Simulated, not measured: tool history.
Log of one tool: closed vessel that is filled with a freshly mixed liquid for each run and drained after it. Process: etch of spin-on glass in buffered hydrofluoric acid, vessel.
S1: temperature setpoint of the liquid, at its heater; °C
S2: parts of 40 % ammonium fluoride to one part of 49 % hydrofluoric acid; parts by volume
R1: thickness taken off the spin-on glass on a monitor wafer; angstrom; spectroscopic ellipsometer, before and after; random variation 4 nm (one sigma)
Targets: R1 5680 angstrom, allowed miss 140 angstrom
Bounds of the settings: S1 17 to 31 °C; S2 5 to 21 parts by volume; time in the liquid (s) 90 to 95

{"run": 1, "day": 0.0, "S1": 23, "S2": 13, "time in the liquid (s)": 90, "R1": 2508.1}
{"run": 2, "day": 0.092, "S1": 25.5, "S2": 11.5, "time in the liquid (s)": 90, "R1": 3227}
{"run": 3, "day": 0.408, "S1": 25.5, "S2": 11.5, "time in the liquid (s)": 95, "R1": 3401.5}
{"run": 4, "day": 0.742, "S1": 25.5, "S2": 11.5, "time in the liquid (s)": 90, "R1": 3255.8}
{"run": 5, "day": 1.058, "S1": 27, "S2": 10.5, "time in the liquid (s)": 90, "R1": 3828.2}
{"run": 6, "day": 1.192, "S1": 24.5, "S2": 10.5, "time in the liquid (s)": 90, "R1": 3345.5}
{"run": 7, "day": 1.425, "S1": 26.5, "S2": 9.5, "time in the liquid (s)": 90, "R1": 4039.8}
{"run": 8, "day": 1.483, "S1": 28, "S2": 9, "time in the liquid (s)": 90, "R1": 4543.3}
{"run": 9, "day": 1.712, "S1": 29, "S2": 8.5, "time in the liquid (s)": 90, "R1": 5101.9}
{"run": 10, "day": 2.058, "S1": 29.5, "S2": 8.5, "time in the liquid (s)": 90, "R1": 5226.4}

Which of these 5 next moves meets every target?
{"run": "A", "day": 2.404, "S1": 29, "S2": 8.5, "time in the liquid (s)": 90, "R1": "?"}
{"run": "B", "day": 2.404, "S1": 30, "S2": 9.5, "time in the liquid (s)": 90, "R1": "?"}
{"run": "C", "day": 2.404, "S1": 26.5, "S2": 7, "time in the liquid (s)": 90, "R1": "?"}
{"run": "D", "day": 2.404, "S1": 31, "S2": 8.5, "time in the liquid (s)": 90, "R1": "?"}
{"run": "E", "day": 2.404, "S1": 28, "S2": 8.5, "time in the liquid (s)": 90, "R1": "?"}

move=A R1=5077.7
move=B R1=4862.5
move=C R1=5483.7
move=D R1=5638.7
move=E R1=4816.1
A: further off than the last run
B: further off than the last run
C: nearer than the last run, and not there yet
D: meets every target
E: further off than the last run
Answer: D

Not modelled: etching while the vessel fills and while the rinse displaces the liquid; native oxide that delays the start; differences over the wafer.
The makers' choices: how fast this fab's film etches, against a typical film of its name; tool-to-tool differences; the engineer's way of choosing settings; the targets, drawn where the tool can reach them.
